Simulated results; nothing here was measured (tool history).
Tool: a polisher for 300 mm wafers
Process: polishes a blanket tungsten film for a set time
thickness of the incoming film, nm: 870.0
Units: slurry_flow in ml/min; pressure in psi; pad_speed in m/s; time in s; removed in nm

{"run": 1, "day": 0.0, "slurry_flow": 145, "pressure": 4.8, "pad_speed": 0.92, "slurry_solids": 1.0, "time": 73, "removed": 488.13}
{"run": 2, "day": 0.346, "slurry_flow": 145, "pressure": 4.8, "pad_speed": 0.92, "slurry_solids": 1.0, "time": 76, "removed": 496.26}
{"run": 3, "day": 0.604, "slurry_flow": 140, "pressure": 4.1, "pad_speed": 0.86, "slurry_solids": 1.0, "time": 76, "removed": 405.42}
{"run": 4, "day": 0.8, "slurry_flow": 135, "pressure": 3.6, "pad_speed": 0.82, "slurry_solids": 1.0, "time": 76, "removed": 343.94}
{"run": 5, "day": 1.142, "slurry_flow": 110, "pressure": 3.6, "pad_speed": 0.82, "slurry_solids": 1.0, "time": 76, "removed": 327.92}
{"run": 6, "day": 1.296, "slurry_flow": 110, "pressure": 3.6, "pad_speed": 0.82, "slurry_solids": 1.0, "time": 76, "removed": 335.03}
{"run": 7, "day": 1.667, "slurry_flow": 110, "pressure": 3.2, "pad_speed": 0.8, "slurry_solids": 1.0, "time": 76, "removed": 290.38}

Run 8 comes next. What will it give?
{"run": 8, "day": 2.008, "slurry_flow": 105, "pressure": 2.2, "pad_speed": 0.8, "slurry_solids": 1.0, "time": 76, "removed": "?"}

{"run 8": {"removed": 201.03}}
